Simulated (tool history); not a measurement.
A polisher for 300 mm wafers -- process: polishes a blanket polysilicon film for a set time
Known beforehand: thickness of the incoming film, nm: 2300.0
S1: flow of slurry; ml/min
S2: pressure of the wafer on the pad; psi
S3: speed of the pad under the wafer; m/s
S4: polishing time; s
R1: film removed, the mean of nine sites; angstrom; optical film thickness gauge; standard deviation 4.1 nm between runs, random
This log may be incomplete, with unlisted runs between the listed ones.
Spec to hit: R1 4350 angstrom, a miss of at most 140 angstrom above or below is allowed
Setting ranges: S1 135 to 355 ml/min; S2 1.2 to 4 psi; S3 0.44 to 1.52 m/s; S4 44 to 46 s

run	hour	S1	S2	S3	S4	R1
1	0	225	2.6	0.98	44	3584.9
2	5.4	225	2	0.98	44	2821.3
3	8.5	225	2.2	0.98	44	3048.3
4	16.5	225	2.2	1.1	44	3374.2
5	23.7	225	2.6	1.1	44	3936.5
6	27.7	190	2.6	1.1	44	3849.8
7	36.6	200	2.6	1.1	44	3911.6
8	41.5	205	2.6	1.1	44	3877.7
9	48.1	210	2.6	1.1	44	3909.2
10	51.1	215	2.6	1.1	44	3922
11	52.1	220	2.6	1.1	44	3930
12	52.6	225	2.6	1.1	44	4031.2
13	56.6	230	2.6	1.1	44	3924.4
14	58.5	230	2.7	1.1	44	4092.5

Which of these 5 next moves meets every target?
A	60.4	170	2.2	1.28	45	?
B	60.4	200	2.7	1.16	45	?
C	60.4	290	2.6	1.1	44	?
D	60.4	245	2.8	0.98	45	?
E	60.4	270	3.3	0.94	46	?

move	R1
A	3868.9
B	4361.1
C	4049.7
D	3916.2
E	4548.6
A: misses by more than the last run did
B: every result lands within tolerance
C: misses by more than the last run did
D: misses by more than the last run did
E: carries the result that was furthest off beyond its target, to the other side
Move B is the one to make.
